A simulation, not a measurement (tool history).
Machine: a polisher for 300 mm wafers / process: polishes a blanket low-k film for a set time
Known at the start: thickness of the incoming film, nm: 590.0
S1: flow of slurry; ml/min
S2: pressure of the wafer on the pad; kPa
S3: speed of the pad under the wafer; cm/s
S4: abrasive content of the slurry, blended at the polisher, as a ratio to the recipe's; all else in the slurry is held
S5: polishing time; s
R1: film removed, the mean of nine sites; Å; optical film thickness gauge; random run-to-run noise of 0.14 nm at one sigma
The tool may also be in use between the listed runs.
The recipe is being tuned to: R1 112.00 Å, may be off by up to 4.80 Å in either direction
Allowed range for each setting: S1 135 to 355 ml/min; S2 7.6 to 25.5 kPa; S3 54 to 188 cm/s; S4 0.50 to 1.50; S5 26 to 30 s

{"run": 1, "hour": 0.0, "S1": 225, "S2": 16.5, "S3": 120, "S4": 1.0, "S5": 30, "R1": 169.3}
{"run": 2, "hour": 5.8, "S1": 275, "S2": 16.5, "S3": 120, "S4": 1.0, "S5": 30, "R1": 177.26}
{"run": 3, "hour": 10.9, "S1": 275, "S2": 16.5, "S3": 120, "S4": 1.1, "S5": 30, "R1": 184.77}
{"run": 4, "hour": 15.7, "S1": 270, "S2": 15.2, "S3": 120, "S4": 1.1, "S5": 30, "R1": 169.31}
{"hour": 18.4, "done": "head pressure recalibrated"}
{"run": 5, "hour": 18.4, "S1": 265, "S2": 14.5, "S3": 120, "S4": 1.1, "S5": 30, "R1": 172.04}
{"run": 6, "hour": 20.6, "S1": 265, "S2": 14.5, "S3": 94, "S4": 1.1, "S5": 30, "R1": 137.33}
{"run": 7, "hour": 25.2, "S1": 265, "S2": 13.8, "S3": 94, "S4": 1.1, "S5": 30, "R1": 132.82}
{"run": 8, "hour": 32.6, "S1": 265, "S2": 13.1, "S3": 94, "S4": 1.1, "S5": 30, "R1": 127.48}

Exactly one of the 5 candidate moves below puts every result within its allowed miss. Which one?
{"run": "A", "hour": 40.0, "S1": 210, "S2": 14.5, "S3": 124, "S4": 0.8, "S5": 30, "R1": "?"}
{"run": "B", "hour": 40.0, "S1": 260, "S2": 11.7, "S3": 96, "S4": 0.95, "S5": 29, "R1": "?"}
{"run": "C", "hour": 40.0, "S1": 265, "S2": 13.1, "S3": 88, "S4": 1.1, "S5": 28, "R1": "?"}
{"run": "D", "hour": 40.0, "S1": 235, "S2": 13.8, "S3": 116, "S4": 1.15, "S5": 29, "R1": "?"}
{"run": "E", "hour": 40.0, "S1": 325, "S2": 14.5, "S3": 98, "S4": 1.2, "S5": 28, "R1": "?"}

move=A R1=134.62
move=B R1=101.17
move=C R1=111.43
move=D R1=153.09
move=E R1=142.95
A: the biggest miss grows against the last run
B: takes the result that was furthest off past its target
C: hits every target within its allowed miss
D: the biggest miss grows against the last run
E: the biggest miss grows against the last run
Correct choice: C, which meets every target
